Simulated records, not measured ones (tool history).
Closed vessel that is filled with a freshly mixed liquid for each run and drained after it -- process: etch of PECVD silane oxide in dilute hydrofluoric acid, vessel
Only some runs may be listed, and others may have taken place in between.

run	day	temperature setpoint of the liquid (C)	parts of water to one part of 49 % hydrofluoric acid (parts by volume)	time in the liquid (s)	thickness taken off the PECVD silane oxide on a monitor wafer (angstrom)
1	0	24	70	30	73.307
2	0.338	25	65	30	81.181
3	0.504	25	55	30	97.814
4	0.767	25	70	30	75.332
5	1.121	26	65	30	85.712
6	1.346	26	80	30	67.951
7	1.683	30	50	30	132.39

Estimate the outcome of run 8 from the log above:
8	2.058	30.5	50	30	?

Logged for run 8: thickness taken off the PECVD silane oxide on a monitor wafer (angstrom) 134.37.
